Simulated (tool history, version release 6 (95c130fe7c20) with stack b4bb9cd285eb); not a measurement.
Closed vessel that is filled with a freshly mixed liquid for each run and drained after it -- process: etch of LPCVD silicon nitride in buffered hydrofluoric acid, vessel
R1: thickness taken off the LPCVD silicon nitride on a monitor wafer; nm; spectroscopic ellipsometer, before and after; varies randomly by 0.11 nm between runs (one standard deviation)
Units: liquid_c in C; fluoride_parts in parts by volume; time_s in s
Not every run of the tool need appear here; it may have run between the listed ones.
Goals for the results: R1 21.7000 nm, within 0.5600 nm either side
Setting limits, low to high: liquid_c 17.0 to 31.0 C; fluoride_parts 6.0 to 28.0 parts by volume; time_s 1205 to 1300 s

Run 1, day 0.000: liquid_c 23.0 C, fluoride_parts 17.0 parts by volume, time_s 1205 s. Result: R1 9.5616 nm.
Run 2, day 0.042: liquid_c 19.5 C, fluoride_parts 17.0 parts by volume, time_s 1205 s. Result: R1 7.9406 nm.
Run 3, day 0.358: liquid_c 20.5 C, fluoride_parts 16.5 parts by volume, time_s 1205 s. Result: R1 8.6333 nm.
Run 4, day 0.721: liquid_c 20.5 C, fluoride_parts 20.0 parts by volume, time_s 1205 s. Result: R1 7.1370 nm.
Run 5, day 0.746: liquid_c 20.5 C, fluoride_parts 20.0 parts by volume, time_s 1205 s. Result: R1 7.1033 nm.
Run 6, day 0.867: liquid_c 21.5 C, fluoride_parts 19.0 parts by volume, time_s 1205 s. Result: R1 7.9068 nm.
Run 7, day 1.229: liquid_c 22.5 C, fluoride_parts 18.0 parts by volume, time_s 1205 s. Result: R1 8.8673 nm.
Run 8, day 1.358: liquid_c 23.5 C, fluoride_parts 17.0 parts by volume, time_s 1205 s. Result: R1 9.8848 nm.

Below are 4 possible settings for the next run. Only one of them brings all results inside the allowed miss of their targets. Which is it?
Run A, day 1.488: liquid_c 24.5 C, fluoride_parts 8.5 parts by volume, time_s 1300 s. Result: R1 ?.
Run B, day 1.488: liquid_c 27.0 C, fluoride_parts 8.5 parts by volume, time_s 1300 s. Result: R1 ?.
Run C, day 1.488: liquid_c 23.0 C, fluoride_parts 8.5 parts by volume, time_s 1300 s. Result: R1 ?.
Run D, day 1.488: liquid_c 28.0 C, fluoride_parts 11.0 parts by volume, time_s 1235 s. Result: R1 ?.

move       R1
   A  21.4810
   B  24.5770
   C  19.7930
   D  19.7450
A: all results in spec
B: the result that was furthest off in the last run now lies on the other side of its target
C: moves toward the targets from the last run without getting all of them in spec
D: moves toward the targets from the last run without getting all of them in spec
A meets every target.
